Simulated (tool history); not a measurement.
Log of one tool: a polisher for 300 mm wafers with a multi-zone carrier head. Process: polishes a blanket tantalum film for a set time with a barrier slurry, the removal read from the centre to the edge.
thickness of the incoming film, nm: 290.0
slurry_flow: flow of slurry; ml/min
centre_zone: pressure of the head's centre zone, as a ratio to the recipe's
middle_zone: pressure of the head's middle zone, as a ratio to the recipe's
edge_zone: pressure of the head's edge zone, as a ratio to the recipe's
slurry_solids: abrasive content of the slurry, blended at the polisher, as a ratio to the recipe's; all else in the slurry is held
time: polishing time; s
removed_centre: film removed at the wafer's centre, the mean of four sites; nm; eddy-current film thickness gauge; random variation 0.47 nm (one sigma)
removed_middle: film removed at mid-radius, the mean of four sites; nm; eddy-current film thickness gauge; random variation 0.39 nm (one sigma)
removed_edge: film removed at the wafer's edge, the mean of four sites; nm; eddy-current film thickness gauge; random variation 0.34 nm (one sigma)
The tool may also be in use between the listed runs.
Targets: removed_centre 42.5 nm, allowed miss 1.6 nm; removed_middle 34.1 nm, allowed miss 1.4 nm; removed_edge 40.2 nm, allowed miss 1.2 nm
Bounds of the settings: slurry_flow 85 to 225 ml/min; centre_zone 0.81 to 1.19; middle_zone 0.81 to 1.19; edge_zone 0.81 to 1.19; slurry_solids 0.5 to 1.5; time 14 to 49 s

Run 1, hour 0: slurry_flow 145 ml/min, centre_zone 1, middle_zone 1, edge_zone 1, slurry_solids 1, time 31 s. Result: removed_centre 42.925 nm, removed_middle 43.508 nm, removed_edge 42.682 nm.
Run 2, hour 1.8: slurry_flow 135 ml/min, centre_zone 1.02, middle_zone 0.95, edge_zone 1, slurry_solids 1, time 31 s. Result: removed_centre 44.009 nm, removed_middle 40.618 nm, removed_edge 43.239 nm.
Run 3, hour 8.8: slurry_flow 130 ml/min, centre_zone 1.03, middle_zone 0.93, edge_zone 0.98, slurry_solids 0.95, time 31 s. Result: removed_centre 43.567 nm, removed_middle 39.15 nm, removed_edge 40.728 nm.
Run 4, hour 15.7: slurry_flow 130 ml/min, centre_zone 1.03, middle_zone 0.93, edge_zone 0.98, slurry_solids 0.95, time 36 s. Result: removed_centre 50.349 nm, removed_middle 45.719 nm, removed_edge 48.822 nm.
Run 5, hour 19.9: slurry_flow 120 ml/min, centre_zone 1.03, middle_zone 0.9, edge_zone 0.97, slurry_solids 0.85, time 36 s. Result: removed_centre 48.126 nm, removed_middle 41.441 nm, removed_edge 45.116 nm.
Run 6, hour 20.9: slurry_flow 115 ml/min, centre_zone 1.02, middle_zone 0.88, edge_zone 0.96, slurry_solids 0.8, time 36 s. Result: removed_centre 45.45 nm, removed_middle 39.99 nm, removed_edge 43.821 nm.
Run 7, hour 27.6: slurry_flow 115 ml/min, centre_zone 1.02, middle_zone 0.88, edge_zone 0.96, slurry_solids 0.8, time 36 s. Result: removed_centre 45.109 nm, removed_middle 40.508 nm, removed_edge 44.539 nm.
Run 8, hour 29.5: slurry_flow 110 ml/min, centre_zone 1.03, middle_zone 0.86, edge_zone 0.96, slurry_solids 0.75, time 36 s. Result: removed_centre 44.171 nm, removed_middle 36.944 nm, removed_edge 42.763 nm.
Run 9, hour 37.1: slurry_flow 105 ml/min, centre_zone 1.03, middle_zone 0.85, edge_zone 0.95, slurry_solids 0.75, time 36 s. Result: removed_centre 42.958 nm, removed_middle 37.411 nm, removed_edge 41.617 nm.
Run 10, hour 45.2: slurry_flow 100 ml/min, centre_zone 1.04, middle_zone 0.84, edge_zone 0.96, slurry_solids 0.75, time 36 s. Result: removed_centre 43.139 nm, removed_middle 35.702 nm, removed_edge 42.588 nm.
Run 11, hour 49.4: slurry_flow 90 ml/min, centre_zone 1.06, middle_zone 0.82, edge_zone 0.89, slurry_solids 0.7, time 36 s. Result: removed_centre 41.399 nm, removed_middle 33.475 nm, removed_edge 38.943 nm.
Run 12, hour 55.8: slurry_flow 90 ml/min, centre_zone 1.06, middle_zone 0.82, edge_zone 0.89, slurry_solids 0.7, time 36 s. Result: removed_centre 41.619 nm, removed_middle 33.154 nm, removed_edge 38.361 nm.
Run 13, hour 57.9: slurry_flow 105 ml/min, centre_zone 1.05, middle_zone 0.82, edge_zone 0.94, slurry_solids 0.75, time 36 s. Result: removed_centre 43.46 nm, removed_middle 35.613 nm, removed_edge 41.968 nm.

5 next moves are on the table. One of them brings every result within its allowed miss. Which?
Run A, hour 60: slurry_flow 95 ml/min, centre_zone 1.01, middle_zone 0.89, edge_zone 0.97, slurry_solids 0.95, time 34 s. Result: removed_centre ?, removed_middle ?, removed_edge ?.
Run B, hour 60: slurry_flow 110 ml/min, centre_zone 0.98, middle_zone 0.82, edge_zone 0.94, slurry_solids 0.8, time 36 s. Result: removed_centre ?, removed_middle ?, removed_edge ?.
Run C, hour 60: slurry_flow 85 ml/min, centre_zone 1.09, middle_zone 0.81, edge_zone 1.09, slurry_solids 0.6, time 41 s. Result: removed_centre ?, removed_middle ?, removed_edge ?.
Run D, hour 60: slurry_flow 100 ml/min, centre_zone 1.19, middle_zone 0.81, edge_zone 1.01, slurry_solids 0.7, time 35 s. Result: removed_centre ?, removed_middle ?, removed_edge ?.
Run E, hour 60: slurry_flow 100 ml/min, centre_zone 1.04, middle_zone 0.81, edge_zone 0.92, slurry_solids 0.7, time 36 s. Result: removed_centre ?, removed_middle ?, removed_edge ?.

move  removed_centre  removed_middle  removed_edge
   A          41.899          37.761        42.281
   B          43.039          37.143        43.203
   C          44.475          34.587        45.011
   D          46.999          33.133         40.72
   E           42.21          34.111         40.07
A: further off than the last run
B: further off than the last run
C: further off than the last run
D: brings the result that was furthest off to its target, and leaves another outside
E: meets every target
Move E is the one to make.
